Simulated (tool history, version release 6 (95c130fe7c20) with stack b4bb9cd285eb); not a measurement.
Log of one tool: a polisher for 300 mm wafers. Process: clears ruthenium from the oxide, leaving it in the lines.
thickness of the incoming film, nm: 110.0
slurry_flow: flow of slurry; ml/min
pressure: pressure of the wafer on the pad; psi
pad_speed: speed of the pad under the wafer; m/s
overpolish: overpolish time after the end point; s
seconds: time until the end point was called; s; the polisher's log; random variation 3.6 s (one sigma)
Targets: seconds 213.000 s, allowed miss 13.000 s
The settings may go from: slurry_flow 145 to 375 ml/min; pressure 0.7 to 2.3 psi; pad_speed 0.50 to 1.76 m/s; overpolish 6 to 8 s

{"run": 1, "hour": 0.0, "slurry_flow": 240, "pressure": 1.5, "pad_speed": 1.12, "overpolish": 8, "seconds": 145.58}
{"run": 2, "hour": 9.0, "slurry_flow": 240, "pressure": 1.7, "pad_speed": 1.12, "overpolish": 8, "seconds": 131.08}
{"run": 3, "hour": 17.0, "slurry_flow": 240, "pressure": 2.0, "pad_speed": 1.12, "overpolish": 8, "seconds": 110.51}
{"run": 4, "hour": 19.9, "slurry_flow": 200, "pressure": 2.0, "pad_speed": 1.12, "overpolish": 8, "seconds": 114.79}
{"run": 5, "hour": 23.3, "slurry_flow": 200, "pressure": 2.3, "pad_speed": 1.12, "overpolish": 8, "seconds": 96.256}
{"run": 6, "hour": 27.2, "slurry_flow": 200, "pressure": 2.3, "pad_speed": 1.12, "overpolish": 8, "seconds": 98.239}
{"run": 7, "hour": 33.4, "slurry_flow": 195, "pressure": 1.9, "pad_speed": 0.98, "overpolish": 8, "seconds": 139.91}
{"run": 8, "hour": 40.1, "slurry_flow": 195, "pressure": 1.7, "pad_speed": 0.96, "overpolish": 8, "seconds": 151.47}
{"run": 9, "hour": 43.6, "slurry_flow": 195, "pressure": 1.6, "pad_speed": 0.94, "overpolish": 8, "seconds": 166.51}
{"run": 10, "hour": 47.9, "slurry_flow": 195, "pressure": 1.5, "pad_speed": 0.92, "overpolish": 8, "seconds": 181.07}
{"run": 11, "hour": 55.3, "slurry_flow": 195, "pressure": 1.2, "pad_speed": 0.9, "overpolish": 8, "seconds": 227.33}

Which of these 4 next moves meets every target?
{"run": "A", "hour": 62.7, "slurry_flow": 200, "pressure": 1.2, "pad_speed": 0.84, "overpolish": 8, "seconds": "?"}
{"run": "B", "hour": 62.7, "slurry_flow": 230, "pressure": 1.0, "pad_speed": 0.96, "overpolish": 6, "seconds": "?"}
{"run": "C", "hour": 62.7, "slurry_flow": 185, "pressure": 1.2, "pad_speed": 0.98, "overpolish": 7, "seconds": "?"}
{"run": "D", "hour": 62.7, "slurry_flow": 160, "pressure": 1.6, "pad_speed": 0.6, "overpolish": 8, "seconds": "?"}

move=A seconds=242.740
move=B seconds=251.560
move=C seconds=212.550
move=D seconds=256.590
A: further off than the last run
B: further off than the last run
C: meets every target
D: further off than the last run
Move C is the one to make.
